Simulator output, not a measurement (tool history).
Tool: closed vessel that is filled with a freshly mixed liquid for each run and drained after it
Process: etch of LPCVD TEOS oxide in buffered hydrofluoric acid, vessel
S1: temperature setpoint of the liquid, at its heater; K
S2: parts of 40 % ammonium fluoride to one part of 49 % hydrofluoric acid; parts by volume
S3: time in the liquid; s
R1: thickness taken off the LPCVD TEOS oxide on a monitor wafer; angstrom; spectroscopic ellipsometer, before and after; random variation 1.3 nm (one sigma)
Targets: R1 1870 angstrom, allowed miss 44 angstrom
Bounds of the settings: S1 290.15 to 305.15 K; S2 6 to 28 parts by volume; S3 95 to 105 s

Run 1, day 0: S1 298.15 K, S2 17 parts by volume, S3 95 s. Result: R1 1756.9 angstrom.
Run 2, day 0.367: S1 298.15 K, S2 17 parts by volume, S3 95 s. Result: R1 1755.9 angstrom.
Run 3, day 0.583: S1 298.15 K, S2 19 parts by volume, S3 95 s. Result: R1 1587.9 angstrom.
Run 4, day 0.833: S1 296.15 K, S2 19 parts by volume, S3 95 s. Result: R1 1409.7 angstrom.
Run 5, day 1.038: S1 296.65 K, S2 19 parts by volume, S3 95 s. Result: R1 1437.8 angstrom.
Run 6, day 1.262: S1 296.65 K, S2 24 parts by volume, S3 95 s. Result: R1 1187.9 angstrom.
Run 7, day 1.4: S1 297.65 K, S2 24 parts by volume, S3 95 s. Result: R1 1244.5 angstrom.
Run 8, day 1.429: S1 298.65 K, S2 24 parts by volume, S3 95 s. Result: R1 1318.5 angstrom.
Run 9, day 1.508: S1 299.65 K, S2 24 parts by volume, S3 95 s. Result: R1 1400.3 angstrom.
Run 10, day 1.846: S1 300.15 K, S2 24 parts by volume, S3 95 s. Result: R1 1441.2 angstrom.
Run 11, day 1.875: S1 300.65 K, S2 24 parts by volume, S3 95 s. Result: R1 1477.3 angstrom.
Run 12, day 2.2: S1 301.15 K, S2 24 parts by volume, S3 95 s. Result: R1 1519.1 angstrom.

4 next moves are on the table. One of them brings every result within its allowed miss. Which?
Run A, day 2.525: S1 300.15 K, S2 19.5 parts by volume, S3 105 s. Result: R1 ?.
Run B, day 2.525: S1 302.15 K, S2 18 parts by volume, S3 95 s. Result: R1 ?.
Run C, day 2.525: S1 301.15 K, S2 25 parts by volume, S3 105 s. Result: R1 ?.
Run D, day 2.525: S1 303.15 K, S2 24.5 parts by volume, S3 95 s. Result: R1 ?.

move      R1
   A  1894.3
   B  2062.8
   C    1633
   D  1666.2
A: meets every target
B: takes the result that was furthest off past its target
C: nearer than the last run, and not there yet
D: nearer than the last run, and not there yet
Move A is the one to make.

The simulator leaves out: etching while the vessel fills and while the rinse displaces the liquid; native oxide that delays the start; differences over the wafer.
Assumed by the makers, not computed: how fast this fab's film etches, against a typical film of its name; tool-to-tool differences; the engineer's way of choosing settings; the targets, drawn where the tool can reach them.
